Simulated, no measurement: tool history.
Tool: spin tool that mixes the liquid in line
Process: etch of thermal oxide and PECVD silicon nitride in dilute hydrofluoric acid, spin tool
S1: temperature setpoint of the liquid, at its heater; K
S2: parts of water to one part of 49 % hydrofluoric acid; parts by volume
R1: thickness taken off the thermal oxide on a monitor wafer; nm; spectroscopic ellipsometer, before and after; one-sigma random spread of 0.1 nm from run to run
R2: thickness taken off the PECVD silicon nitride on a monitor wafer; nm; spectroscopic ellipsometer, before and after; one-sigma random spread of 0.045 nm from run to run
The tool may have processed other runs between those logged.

Run 1, hour 0: S1 294.15 K, S2 85 parts by volume, time under the liquid (s) 180. Result: R1 7.5256 nm, R2 3.455 nm.
Run 2, hour 3.4: S1 295.65 K, S2 75 parts by volume, time under the liquid (s) 180. Result: R1 9.1964 nm, R2 4.3011 nm.
Run 3, hour 12.1: S1 293.15 K, S2 75 parts by volume, time under the liquid (s) 180. Result: R1 8.2724 nm, R2 3.6129 nm.
Run 4, hour 17.4: S1 294.65 K, S2 70 parts by volume, time under the liquid (s) 180. Result: R1 9.4722 nm, R2 4.3073 nm.
Run 5, hour 18.7: S1 295.65 K, S2 65 parts by volume, time under the liquid (s) 180. Result: R1 10.641 nm, R2 4.9458 nm.
Run 6, hour 20.8: S1 295.65 K, S2 65 parts by volume, time under the liquid (s) 210. Result: R1 12.487 nm, R2 5.705 nm.
Run 7, hour 22.2: S1 296.65 K, S2 65 parts by volume, time under the liquid (s) 210. Result: R1 13.118 nm, R2 6.1327 nm.
Run 8, hour 27.4: S1 297.15 K, S2 65 parts by volume, time under the liquid (s) 210. Result: R1 13.331 nm, R2 6.4556 nm.
Run 9, hour 31.6: S1 297.15 K, S2 65 parts by volume, time under the liquid (s) 210. Result: R1 13.292 nm, R2 6.3519 nm.

Run 10, settings as shown, results not yet in. Your forecast:
Run 10, hour 37: S1 297.65 K, S2 65 parts by volume, time under the liquid (s) 210. Result: R1 ?, R2 ?.

R1: 13.53 nm
R2: 6.6207 nm
